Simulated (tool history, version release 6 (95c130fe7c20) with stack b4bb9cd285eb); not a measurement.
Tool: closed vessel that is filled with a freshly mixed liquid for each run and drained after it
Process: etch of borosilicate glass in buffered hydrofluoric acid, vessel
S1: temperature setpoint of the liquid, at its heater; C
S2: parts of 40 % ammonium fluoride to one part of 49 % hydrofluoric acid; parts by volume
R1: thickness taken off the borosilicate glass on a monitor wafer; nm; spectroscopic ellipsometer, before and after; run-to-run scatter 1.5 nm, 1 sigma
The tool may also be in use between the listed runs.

Run 1, hour 0.0: S1 21.0 C, S2 15.5 parts by volume, time in the liquid (s) 95. Result: R1 64.544 nm.
Run 2, hour 3.1: S1 21.0 C, S2 15.5 parts by volume, time in the liquid (s) 95. Result: R1 65.568 nm.
Run 3, hour 11.8: S1 23.5 C, S2 13.0 parts by volume, time in the liquid (s) 95. Result: R1 88.424 nm.
Run 4, hour 14.8: S1 25.0 C, S2 11.5 parts by volume, time in the liquid (s) 95. Result: R1 107.770 nm.
Run 5, hour 21.8: S1 26.0 C, S2 10.5 parts by volume, time in the liquid (s) 95. Result: R1 124.050 nm.
Run 6, hour 28.5: S1 27.0 C, S2 10.0 parts by volume, time in the liquid (s) 95. Result: R1 137.130 nm.
Run 7, hour 32.4: S1 27.5 C, S2 10.0 parts by volume, time in the liquid (s) 95. Result: R1 142.050 nm.

Run 8 is up next; what results do you expect?
Run 8, hour 33.5: S1 28.0 C, S2 10.0 parts by volume, time in the liquid (s) 95. Result: R1 ?.

Run 8 came out at R1 143.890 nm.
